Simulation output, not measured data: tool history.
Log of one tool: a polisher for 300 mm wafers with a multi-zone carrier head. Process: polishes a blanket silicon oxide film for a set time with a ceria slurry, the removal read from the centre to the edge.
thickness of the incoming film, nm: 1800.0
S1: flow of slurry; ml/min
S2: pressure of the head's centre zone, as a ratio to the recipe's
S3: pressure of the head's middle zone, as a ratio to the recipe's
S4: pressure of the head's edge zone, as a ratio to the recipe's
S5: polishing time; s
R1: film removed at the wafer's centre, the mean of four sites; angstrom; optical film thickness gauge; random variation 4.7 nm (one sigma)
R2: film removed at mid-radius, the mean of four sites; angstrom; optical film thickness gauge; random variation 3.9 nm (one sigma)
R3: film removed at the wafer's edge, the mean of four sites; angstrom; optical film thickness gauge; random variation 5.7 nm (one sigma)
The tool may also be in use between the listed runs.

{"run": 1, "hour": 0.0, "S1": 190, "S2": 1, "S3": 1, "S4": 1, "S5": 80, "R1": 3247.1, "R2": 3254.8, "R3": 3231}
{"run": 2, "hour": 3.7, "S1": 200, "S2": 1, "S3": 1.04, "S4": 1.05, "S5": 85, "R1": 3401.4, "R2": 3620, "R3": 3605.3}
{"run": 3, "hour": 10.1, "S1": 215, "S2": 1.03, "S3": 1.08, "S4": 1.08, "S5": 87, "R1": 3688.2, "R2": 3779.1, "R3": 3728.1}
{"run": 4, "hour": 17.2, "S1": 215, "S2": 1.03, "S3": 1.08, "S4": 1.05, "S5": 87, "R1": 3557.3, "R2": 3839.9, "R3": 3748.6}
{"run": 5, "hour": 25.4, "S1": 215, "S2": 0.99, "S3": 1.08, "S4": 1.05, "S5": 87, "R1": 3381.1, "R2": 3900, "R3": 3624.2}
{"run": 6, "hour": 32.7, "S1": 220, "S2": 1.01, "S3": 1.11, "S4": 1.08, "S5": 90, "R1": 3600.9, "R2": 4064.8, "R3": 3775}

Forecast run 7:
{"run": 7, "hour": 40.0, "S1": 230, "S2": 1.01, "S3": 1.11, "S4": 1.1, "S5": 93, "R1": "?", "R2": "?", "R3": "?"}

Run 7 gave R1 3787.5 angstrom, R2 4234.5 angstrom, R3 4016 angstrom.

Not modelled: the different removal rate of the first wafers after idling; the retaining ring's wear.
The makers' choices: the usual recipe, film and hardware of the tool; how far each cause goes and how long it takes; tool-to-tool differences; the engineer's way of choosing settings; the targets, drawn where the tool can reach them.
